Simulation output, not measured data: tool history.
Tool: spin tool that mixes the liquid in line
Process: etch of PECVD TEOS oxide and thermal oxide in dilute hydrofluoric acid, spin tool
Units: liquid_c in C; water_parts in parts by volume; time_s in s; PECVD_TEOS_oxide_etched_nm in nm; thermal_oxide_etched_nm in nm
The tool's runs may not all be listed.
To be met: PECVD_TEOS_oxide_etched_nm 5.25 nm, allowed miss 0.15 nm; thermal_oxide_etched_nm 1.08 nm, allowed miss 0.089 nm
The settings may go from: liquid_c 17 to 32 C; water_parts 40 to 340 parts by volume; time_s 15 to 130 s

{"run": 1, "day": 0.0, "liquid_c": 24, "water_parts": 190, "time_s": 65, "PECVD_TEOS_oxide_etched_nm": 5.9599, "thermal_oxide_etched_nm": 1.1867}
{"run": 2, "day": 0.096, "liquid_c": 23.5, "water_parts": 190, "time_s": 65, "PECVD_TEOS_oxide_etched_nm": 5.7204, "thermal_oxide_etched_nm": 1.16}
{"run": 3, "day": 0.346, "liquid_c": 23, "water_parts": 190, "time_s": 65, "PECVD_TEOS_oxide_etched_nm": 5.6776, "thermal_oxide_etched_nm": 1.1023}
{"run": 4, "day": 0.646, "liquid_c": 23, "water_parts": 220, "time_s": 65, "PECVD_TEOS_oxide_etched_nm": 4.7123, "thermal_oxide_etched_nm": 0.95212}
{"run": 5, "day": 0.767, "liquid_c": 19.5, "water_parts": 220, "time_s": 65, "PECVD_TEOS_oxide_etched_nm": 4.1562, "thermal_oxide_etched_nm": 0.82968}
{"run": 6, "day": 0.879, "liquid_c": 17.5, "water_parts": 220, "time_s": 65, "PECVD_TEOS_oxide_etched_nm": 3.7968, "thermal_oxide_etched_nm": 0.75445}
{"run": 7, "day": 0.921, "liquid_c": 18.5, "water_parts": 220, "time_s": 65, "PECVD_TEOS_oxide_etched_nm": 3.9493, "thermal_oxide_etched_nm": 0.83765}
{"run": 8, "day": 1.133, "liquid_c": 19.5, "water_parts": 220, "time_s": 65, "PECVD_TEOS_oxide_etched_nm": 4.1303, "thermal_oxide_etched_nm": 0.81572}
{"run": 9, "day": 1.412, "liquid_c": 20.5, "water_parts": 220, "time_s": 65, "PECVD_TEOS_oxide_etched_nm": 4.3069, "thermal_oxide_etched_nm": 0.8318}
{"run": 10, "day": 1.571, "liquid_c": 21, "water_parts": 215, "time_s": 65, "PECVD_TEOS_oxide_etched_nm": 4.5203, "thermal_oxide_etched_nm": 0.96258}
{"run": 11, "day": 1.642, "liquid_c": 21.5, "water_parts": 215, "time_s": 65, "PECVD_TEOS_oxide_etched_nm": 4.6228, "thermal_oxide_etched_nm": 0.92705}
{"run": 12, "day": 1.896, "liquid_c": 22, "water_parts": 215, "time_s": 65, "PECVD_TEOS_oxide_etched_nm": 4.7053, "thermal_oxide_etched_nm": 0.96734}
{"run": 13, "day": 2.167, "liquid_c": 22.5, "water_parts": 215, "time_s": 65, "PECVD_TEOS_oxide_etched_nm": 4.7689, "thermal_oxide_etched_nm": 0.94834}
{"run": 14, "day": 2.296, "liquid_c": 23, "water_parts": 215, "time_s": 65, "PECVD_TEOS_oxide_etched_nm": 4.8893, "thermal_oxide_etched_nm": 1.0041}
{"run": 15, "day": 2.621, "liquid_c": 24, "water_parts": 215, "time_s": 65, "PECVD_TEOS_oxide_etched_nm": 5.0285, "thermal_oxide_etched_nm": 1.0272}

Which of these 4 next moves meets every target?
{"run": "A", "day": 2.946, "liquid_c": 25, "water_parts": 225, "time_s": 65, "PECVD_TEOS_oxide_etched_nm": "?", "thermal_oxide_etched_nm": "?"}
{"run": "B", "day": 2.946, "liquid_c": 26, "water_parts": 300, "time_s": 85, "PECVD_TEOS_oxide_etched_nm": "?", "thermal_oxide_etched_nm": "?"}
{"run": "C", "day": 2.946, "liquid_c": 26.5, "water_parts": 295, "time_s": 85, "PECVD_TEOS_oxide_etched_nm": "?", "thermal_oxide_etched_nm": "?"}
{"run": "D", "day": 2.946, "liquid_c": 24, "water_parts": 220, "time_s": 70, "PECVD_TEOS_oxide_etched_nm": "?", "thermal_oxide_etched_nm": "?"}

move=A PECVD_TEOS_oxide_etched_nm=4.8973 thermal_oxide_etched_nm=1.0146
move=B PECVD_TEOS_oxide_etched_nm=4.57 thermal_oxide_etched_nm=0.94679
move=C PECVD_TEOS_oxide_etched_nm=4.7512 thermal_oxide_etched_nm=0.98433
move=D PECVD_TEOS_oxide_etched_nm=5.2347 thermal_oxide_etched_nm=1.0845
A: further off than the last run
B: further off than the last run
C: further off than the last run
D: meets every target
The right move is D.

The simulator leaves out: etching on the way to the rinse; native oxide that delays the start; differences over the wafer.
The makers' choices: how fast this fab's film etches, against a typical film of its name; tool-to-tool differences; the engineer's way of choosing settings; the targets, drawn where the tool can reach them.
